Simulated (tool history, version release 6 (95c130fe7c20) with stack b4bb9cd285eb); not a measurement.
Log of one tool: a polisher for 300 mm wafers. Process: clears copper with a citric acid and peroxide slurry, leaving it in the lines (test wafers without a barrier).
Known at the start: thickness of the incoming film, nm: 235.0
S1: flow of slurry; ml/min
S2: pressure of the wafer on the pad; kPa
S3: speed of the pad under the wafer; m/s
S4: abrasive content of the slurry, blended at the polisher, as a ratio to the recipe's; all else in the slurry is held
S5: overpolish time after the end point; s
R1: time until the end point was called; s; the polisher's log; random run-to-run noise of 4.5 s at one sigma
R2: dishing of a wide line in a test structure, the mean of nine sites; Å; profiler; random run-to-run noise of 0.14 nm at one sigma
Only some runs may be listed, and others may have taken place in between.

run  hour   S1    S2    S3    S4  S5      R1       R2
  1   0.0  180  15.9  0.84  1.00  27  201.13  209.320
  2   1.1  185  15.2  0.84  1.00  22  204.04  178.350
  3   8.0  190  13.8  0.84  1.00  18  211.87  142.780
  4   9.0  190  13.8  0.84  0.80  18  218.80  136.130
  5  17.7  190  13.8  0.84  0.80  10  231.29   78.697
  6  25.8  195  12.4  0.86  0.85  11  234.03   83.429

Run 7 has not been measured yet. What should we expect?
  7  28.4  195  12.4  0.84  0.90  12   ?   ?

{"run 7": {"R1": 234.23, "R2": 89.213}}
